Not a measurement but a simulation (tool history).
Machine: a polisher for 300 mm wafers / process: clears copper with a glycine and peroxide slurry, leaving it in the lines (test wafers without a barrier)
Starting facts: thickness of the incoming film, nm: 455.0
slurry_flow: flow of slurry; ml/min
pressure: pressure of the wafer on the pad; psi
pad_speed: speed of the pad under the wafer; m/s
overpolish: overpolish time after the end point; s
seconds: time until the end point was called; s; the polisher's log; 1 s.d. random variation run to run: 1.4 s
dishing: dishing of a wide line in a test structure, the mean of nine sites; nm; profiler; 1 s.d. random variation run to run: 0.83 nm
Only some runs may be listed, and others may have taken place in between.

run    day  slurry_flow  pressure  pad_speed  overpolish  seconds  dishing
  1      0          180       2.6       0.96           9    101.3   26.582
  2  0.121          180       2.7       0.96          10   99.329   29.082
  3  0.167          215       2.7       0.96          10   97.252   29.394
  4  0.479          215       2.8       0.96          11   92.599   32.928
  5  0.733          215       2.8       0.96          14   95.472   41.324
  6  0.825          215       2.8       0.84          14   99.901   37.758
  7   0.85          215       2.9       0.84          14   100.57   40.829
  8  0.983          215         3       0.84          14   94.062   40.876

What will run 9 give?
  9  1.321          215       3.1       0.84          14        ?        ?

{"run 9": {"seconds": 92.979, "dishing": 41.474}}
